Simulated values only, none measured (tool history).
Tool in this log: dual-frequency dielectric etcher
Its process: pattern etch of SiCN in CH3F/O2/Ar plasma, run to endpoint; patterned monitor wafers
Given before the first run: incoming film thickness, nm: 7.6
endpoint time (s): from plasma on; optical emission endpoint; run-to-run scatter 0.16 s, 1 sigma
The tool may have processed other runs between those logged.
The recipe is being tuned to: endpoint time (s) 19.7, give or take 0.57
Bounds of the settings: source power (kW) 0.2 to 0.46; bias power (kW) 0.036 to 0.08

Run 1, hour 0: source power (kW) 0.33, bias power (kW) 0.058. Result: endpoint time (s) 23.583.
Run 2, hour 5.7: source power (kW) 0.36, bias power (kW) 0.061. Result: endpoint time (s) 22.234.
Run 3, hour 13.3: source power (kW) 0.38, bias power (kW) 0.062. Result: endpoint time (s) 21.982.
Run 4, hour 19.3: source power (kW) 0.4, bias power (kW) 0.065. Result: endpoint time (s) 20.555.
Run 5, hour 22.7: source power (kW) 0.35, bias power (kW) 0.065. Result: endpoint time (s) 22.22.
Run 6, hour 30.1: source power (kW) 0.37, bias power (kW) 0.066. Result: endpoint time (s) 21.525.
Run 7, hour 33.7: source power (kW) 0.39, bias power (kW) 0.067. Result: endpoint time (s) 20.484.
Run 8, hour 40.3: source power (kW) 0.39, bias power (kW) 0.067. Result: endpoint time (s) 20.59.
Run 9, hour 42.3: source power (kW) 0.4, bias power (kW) 0.067. Result: endpoint time (s) 20.495.
Run 10, hour 44.7: source power (kW) 0.41, bias power (kW) 0.067. Result: endpoint time (s) 20.316.

Which one of the following 4 next-run settings gets every result inside its allowed miss? There is exactly one.
Run A, hour 47.1: source power (kW) 0.41, bias power (kW) 0.072. Result: endpoint time (s) ?.
Run B, hour 47.1: source power (kW) 0.36, bias power (kW) 0.069. Result: endpoint time (s) ?.
Run C, hour 47.1: source power (kW) 0.4, bias power (kW) 0.06. Result: endpoint time (s) ?.
Run D, hour 47.1: source power (kW) 0.36, bias power (kW) 0.064. Result: endpoint time (s) ?.

move  endpoint time (s)
   A             19.678
   B             21.157
   C             21.482
   D             21.851
A: every result within its allowed miss
B: its largest miss is bigger than the last run's
C: its largest miss is bigger than the last run's
D: its largest miss is bigger than the last run's
The right move is A.
